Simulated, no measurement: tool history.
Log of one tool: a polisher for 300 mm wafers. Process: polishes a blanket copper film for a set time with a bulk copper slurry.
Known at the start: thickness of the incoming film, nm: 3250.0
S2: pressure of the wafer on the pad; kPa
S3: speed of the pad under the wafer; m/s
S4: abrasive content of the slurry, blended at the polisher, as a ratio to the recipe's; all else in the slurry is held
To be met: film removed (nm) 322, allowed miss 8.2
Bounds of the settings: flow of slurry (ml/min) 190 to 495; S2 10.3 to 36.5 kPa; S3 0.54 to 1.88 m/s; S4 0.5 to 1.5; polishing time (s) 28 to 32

Run 1, hour 0: flow of slurry (ml/min) 320, S2 23.4 kPa, S3 1.2 m/s, S4 1, polishing time (s) 32. Result: film removed (nm) 369.92.
Run 2, hour 2.2: flow of slurry (ml/min) 320, S2 22.8 kPa, S3 1.2 m/s, S4 1, polishing time (s) 32. Result: film removed (nm) 361.11.
Run 3, hour 4.6: flow of slurry (ml/min) 320, S2 22.1 kPa, S3 1.2 m/s, S4 1, polishing time (s) 32. Result: film removed (nm) 347.07.
Run 4, hour 11.8: flow of slurry (ml/min) 320, S2 22.1 kPa, S3 1.2 m/s, S4 0.9, polishing time (s) 32. Result: film removed (nm) 338.46.
Run 5, hour 12.4: flow of slurry (ml/min) 320, S2 18.6 kPa, S3 1.2 m/s, S4 0.9, polishing time (s) 32. Result: film removed (nm) 288.69.
Run 6, hour 19: flow of slurry (ml/min) 320, S2 18.6 kPa, S3 1.2 m/s, S4 0.9, polishing time (s) 32. Result: film removed (nm) 292.3.
Run 7, hour 22.1: flow of slurry (ml/min) 320, S2 19.3 kPa, S3 1.2 m/s, S4 0.9, polishing time (s) 32. Result: film removed (nm) 298.68.
Run 8, hour 22.7: flow of slurry (ml/min) 320, S2 19.3 kPa, S3 1.2 m/s, S4 0.9, polishing time (s) 32. Result: film removed (nm) 298.72.

5 next moves are on the table. One of them brings every result within its allowed miss. Which?
Run A, hour 23.3: flow of slurry (ml/min) 320, S2 24.8 kPa, S3 1.14 m/s, S4 1, polishing time (s) 28. Result: film removed (nm) ?.
Run B, hour 23.3: flow of slurry (ml/min) 310, S2 13.8 kPa, S3 1.88 m/s, S4 0.9, polishing time (s) 32. Result: film removed (nm) ?.
Run C, hour 23.3: flow of slurry (ml/min) 355, S2 17.9 kPa, S3 1.46 m/s, S4 1, polishing time (s) 32. Result: film removed (nm) ?.
Run D, hour 23.3: flow of slurry (ml/min) 295, S2 22.8 kPa, S3 1.22 m/s, S4 1.25, polishing time (s) 29. Result: film removed (nm) ?.
Run E, hour 23.3: flow of slurry (ml/min) 310, S2 20 kPa, S3 1.2 m/s, S4 0.9, polishing time (s) 29. Result: film removed (nm) ?.

move  film removed (nm)
   A             325.87
   B             334.82
   C             348.63
   D             347.65
   E             279.51
A: meets every target
B: takes the result that was furthest off past its target
C: takes the result that was furthest off past its target
D: takes the result that was furthest off past its target
E: further off than the last run
The right move is A.

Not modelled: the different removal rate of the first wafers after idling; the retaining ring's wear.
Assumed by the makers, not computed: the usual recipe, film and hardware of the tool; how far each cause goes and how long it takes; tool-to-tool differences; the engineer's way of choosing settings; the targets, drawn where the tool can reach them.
